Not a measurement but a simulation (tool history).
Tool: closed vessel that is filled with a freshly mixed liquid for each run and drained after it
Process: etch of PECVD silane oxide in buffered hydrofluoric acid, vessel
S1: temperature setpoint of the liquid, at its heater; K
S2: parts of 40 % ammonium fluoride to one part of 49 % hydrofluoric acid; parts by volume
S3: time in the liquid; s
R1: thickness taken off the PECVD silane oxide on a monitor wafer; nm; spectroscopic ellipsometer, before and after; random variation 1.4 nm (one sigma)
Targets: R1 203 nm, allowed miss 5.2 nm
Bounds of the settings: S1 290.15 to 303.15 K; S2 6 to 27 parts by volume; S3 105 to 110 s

run  hour      S1    S2   S3      R1
  1     0  295.15  16.5  105  286.16
  2   8.1  295.15  16.5  110  299.89
  3  16.9  297.65  16.5  110  343.25
  4  25.8  297.65  20.5  110  280.65
  5    31  296.15  20.5  110  256.96
  6  38.3  296.15  20.5  110  259.19
  7    42  295.15  20.5  110  244.55
  8  42.6  294.65  20.5  110  235.49
  9  44.3  294.15  20.5  110   229.7
 10  48.9  293.65  20.5  110  226.99
 11  57.4  293.65  20.5  110  225.17
 12  61.7  293.15  20.5  110  215.48
 13  63.3  292.65  20.5  110  211.82

Which of these 4 next moves meets every target?
  A  64.9  290.15    17  110   ?
  B  64.9  291.15  17.5  105   ?
  C  64.9  293.15  22.5  110   ?
  D  64.9  294.15    23  110   ?

move      R1
   A  221.91
   B  217.93
   C  206.54
   D  215.16
A: further off than the last run
B: further off than the last run
C: meets every target
D: further off than the last run
The right move is C.
